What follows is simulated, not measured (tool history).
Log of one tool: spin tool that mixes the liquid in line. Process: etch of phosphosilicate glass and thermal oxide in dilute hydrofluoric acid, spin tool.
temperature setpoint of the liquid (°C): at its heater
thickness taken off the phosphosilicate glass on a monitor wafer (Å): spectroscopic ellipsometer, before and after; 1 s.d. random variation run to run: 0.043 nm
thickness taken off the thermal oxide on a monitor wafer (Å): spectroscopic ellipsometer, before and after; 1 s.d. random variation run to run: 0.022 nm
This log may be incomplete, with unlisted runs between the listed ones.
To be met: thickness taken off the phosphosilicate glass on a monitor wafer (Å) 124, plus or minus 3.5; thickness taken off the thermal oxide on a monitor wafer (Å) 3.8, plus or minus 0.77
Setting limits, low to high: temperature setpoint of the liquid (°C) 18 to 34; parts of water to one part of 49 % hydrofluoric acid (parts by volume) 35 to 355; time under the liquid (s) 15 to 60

run  hour  temperature setpoint of the liquid (°C)  parts of water to one part of 49 % hydrofluoric acid (parts by volume)  time under the liquid (s)  thickness taken off the phosphosilicate glass on a monitor wafer (Å)  thickness taken off the thermal oxide on a monitor wafer (Å)
  1     0                                       26                                                                     195                         30                                                                202.82                                                        5.9101
  2   6.7                                     24.5                                                                     205                         30                                                                180.85                                                        5.2277
  3  11.2                                       23                                                                     210                         30                                                                166.59                                                        5.3971
  4  18.8                                       23                                                                     220                         30                                                                156.47                                                        4.5278
  5  21.4                                       22                                                                     225                         30                                                                147.34                                                        4.5137
  6  25.2                                     21.5                                                                     230                         30                                                                140.14                                                        4.0375
  7  26.7                                       21                                                                     230                         30                                                                138.83                                                        3.8343
  8  30.7                                       21                                                                     235                         30                                                                134.54                                                        3.6616
  9  37.4                                       21                                                                     235                         30                                                                134.21                                                        3.9269
 10  43.4                                     20.5                                                                     235                         30                                                                132.09                                                        4.3322
 11  44.9                                     20.5                                                                     240                         30                                                                128.37                                                        3.7001

Which single option among these 4 for the next run brings every result within its allowed miss of target? Just one does.
  A  46.4                                       21                                                                     295                         40                                                                     ?                                                             ?
  B  46.4                                       26                                                                     165                         15                                                                     ?                                                             ?
  C  46.4                                       18                                                                     185                         25                                                                     ?                                                             ?
  D  46.4                                     21.5                                                                     335                         45                                                                     ?                                                             ?

move  thickness taken off the phosphosilicate glass on a monitor wafer (Å)  thickness taken off the thermal oxide on a monitor wafer (Å)
   A                                                                134.93                                                        4.2847
   B                                                                124.22                                                        3.9445
   C                                                                132.96                                                        4.2223
   D                                                                131.23                                                        4.1674
A: the biggest miss grows against the last run
B: hits every target within its allowed miss
C: the biggest miss grows against the last run
D: the biggest miss grows against the last run
The move that meets every target is B.
